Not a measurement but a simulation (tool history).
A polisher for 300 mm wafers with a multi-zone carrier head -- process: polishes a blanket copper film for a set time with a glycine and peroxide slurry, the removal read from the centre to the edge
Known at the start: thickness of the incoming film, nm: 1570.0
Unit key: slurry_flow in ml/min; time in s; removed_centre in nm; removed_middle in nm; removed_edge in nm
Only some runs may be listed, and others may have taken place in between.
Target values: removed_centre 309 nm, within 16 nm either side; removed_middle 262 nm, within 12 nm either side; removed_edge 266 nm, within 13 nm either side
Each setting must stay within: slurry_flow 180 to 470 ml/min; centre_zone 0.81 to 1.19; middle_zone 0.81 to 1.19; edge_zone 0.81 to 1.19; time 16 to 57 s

Run 1, hour 0: slurry_flow 300 ml/min, centre_zone 1, middle_zone 1, edge_zone 1, time 36 s. Result: removed_centre 189.91 nm, removed_middle 188.56 nm, removed_edge 187.87 nm.
Run 2, hour 3: slurry_flow 300 ml/min, centre_zone 1.02, middle_zone 1, edge_zone 1.01, time 37 s. Result: removed_centre 196.21 nm, removed_middle 196.28 nm, removed_edge 195.67 nm.
Run 3, hour 9: slurry_flow 300 ml/min, centre_zone 1.02, middle_zone 1, edge_zone 1.01, time 29 s. Result: removed_centre 155.46 nm, removed_middle 153.95 nm, removed_edge 150.89 nm.
Run 4, hour 10.1: slurry_flow 300 ml/min, centre_zone 0.94, middle_zone 1, edge_zone 1.01, time 29 s. Result: removed_centre 145.85 nm, removed_middle 154.42 nm, removed_edge 153.32 nm.
Run 5, hour 13.3: slurry_flow 300 ml/min, centre_zone 0.98, middle_zone 1, edge_zone 1.01, time 29 s. Result: removed_centre 149.05 nm, removed_middle 155.49 nm, removed_edge 150.29 nm.
Run 6, hour 13.9: slurry_flow 235 ml/min, centre_zone 0.98, middle_zone 1, edge_zone 1.01, time 29 s. Result: removed_centre 144.36 nm, removed_middle 146.58 nm, removed_edge 150.32 nm.
Run 7, hour 20.4: slurry_flow 245 ml/min, centre_zone 1, middle_zone 1, edge_zone 1.01, time 31 s. Result: removed_centre 161.57 nm, removed_middle 162.97 nm, removed_edge 161.35 nm.
Run 8, hour 23.1: slurry_flow 275 ml/min, centre_zone 1.1, middle_zone 0.92, edge_zone 1.11, time 41 s. Result: removed_centre 238.53 nm, removed_middle 195.54 nm, removed_edge 225.8 nm.
Run 9, hour 31.4: slurry_flow 280 ml/min, centre_zone 1.11, middle_zone 0.93, edge_zone 1.11, time 42 s. Result: removed_centre 240.57 nm, removed_middle 213.82 nm, removed_edge 226.88 nm.
Run 10, hour 40.3: slurry_flow 280 ml/min, centre_zone 1.12, middle_zone 0.93, edge_zone 1.11, time 43 s. Result: removed_centre 248.86 nm, removed_middle 213.58 nm, removed_edge 236.32 nm.
Run 11, hour 43.1: slurry_flow 285 ml/min, centre_zone 1.13, middle_zone 0.93, edge_zone 1.1, time 44 s. Result: removed_centre 255.95 nm, removed_middle 219.28 nm, removed_edge 236.2 nm.

Exactly one of the 4 candidate moves below puts every result within its allowed miss. Which one?
Run A, hour 45.9: slurry_flow 420 ml/min, centre_zone 1.16, middle_zone 1.18, edge_zone 0.94, time 46 s. Result: removed_centre ?, removed_middle ?, removed_edge ?.
Run B, hour 45.9: slurry_flow 230 ml/min, centre_zone 1.05, middle_zone 1.18, edge_zone 1.1, time 49 s. Result: removed_centre ?, removed_middle ?, removed_edge ?.
Run C, hour 45.9: slurry_flow 280 ml/min, centre_zone 1.1, middle_zone 1.03, edge_zone 1.13, time 48 s. Result: removed_centre ?, removed_middle ?, removed_edge ?.
Run D, hour 45.9: slurry_flow 340 ml/min, centre_zone 1.17, middle_zone 0.96, edge_zone 1.01, time 50 s. Result: removed_centre ?, removed_middle ?, removed_edge ?.

move  removed_centre  removed_middle  removed_edge
   A          284.34          282.74        233.44
   B          259.32          282.76        255.75
   C          271.68           252.9         259.5
   D             305          253.29        259.82
A: takes the result that was furthest off past its target
B: takes the result that was furthest off past its target
C: brings the last run's worst result on target, with another outside its allowed miss
D: all results land within tolerance of their targets
Go with D: it meets all targets.

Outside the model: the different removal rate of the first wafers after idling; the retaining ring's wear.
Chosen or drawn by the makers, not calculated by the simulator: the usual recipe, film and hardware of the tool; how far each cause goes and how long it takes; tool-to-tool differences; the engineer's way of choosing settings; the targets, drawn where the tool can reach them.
